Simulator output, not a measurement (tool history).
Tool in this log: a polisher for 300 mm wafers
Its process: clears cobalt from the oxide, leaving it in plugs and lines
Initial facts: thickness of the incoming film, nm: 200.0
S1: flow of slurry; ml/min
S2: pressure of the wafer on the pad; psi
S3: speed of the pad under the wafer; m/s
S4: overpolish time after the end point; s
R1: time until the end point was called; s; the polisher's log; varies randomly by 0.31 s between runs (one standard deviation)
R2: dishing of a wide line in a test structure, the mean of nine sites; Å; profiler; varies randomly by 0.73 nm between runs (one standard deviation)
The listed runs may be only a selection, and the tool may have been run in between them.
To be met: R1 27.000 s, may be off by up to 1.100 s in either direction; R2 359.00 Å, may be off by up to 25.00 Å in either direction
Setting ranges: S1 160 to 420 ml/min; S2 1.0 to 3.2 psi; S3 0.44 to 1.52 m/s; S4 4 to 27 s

run,day,S1,S2,S3,S4,R1,R2
1,0.000,270,2.1,0.98,14,39.348,328.52
2,0.308,270,1.6,0.98,14,49.372,294.97
3,0.425,270,1.6,0.98,18,49.580,326.31
4,0.775,270,1.9,1.00,17,42.679,342.18
5,1.062,270,2.1,1.00,16,39.768,348.57
6,1.288,270,2.5,1.00,16,33.925,358.18
7,1.562,270,2.6,1.00,15,32.819,365.37
8,1.867,270,2.7,1.00,14,31.688,354.32
9,2.233,270,2.8,1.00,14,30.483,364.26
# day 2.479: worn pad replaced by a new one
10,2.479,270,3.1,1.02,11,24.256,357.60
11,2.592,270,3.0,1.02,12,24.473,350.47
12,2.725,270,2.9,1.02,13,25.968,372.19

Which one of the following 4 next-run settings gets every result inside its allowed miss? There is exactly one.
A,2.858,235,2.8,1.10,12,?,?
B,2.858,290,2.9,1.06,18,?,?
C,2.858,385,2.1,1.26,13,?,?
D,2.858,310,3.2,1.06,20,?,?

move,R1,R2
A,24.823,372.10
B,24.497,404.15
C,26.901,372.42
D,22.311,411.67
A: lands further from the targets than the last run did
B: lands further from the targets than the last run did
C: every result lands within tolerance
D: lands further from the targets than the last run did
C meets every target.
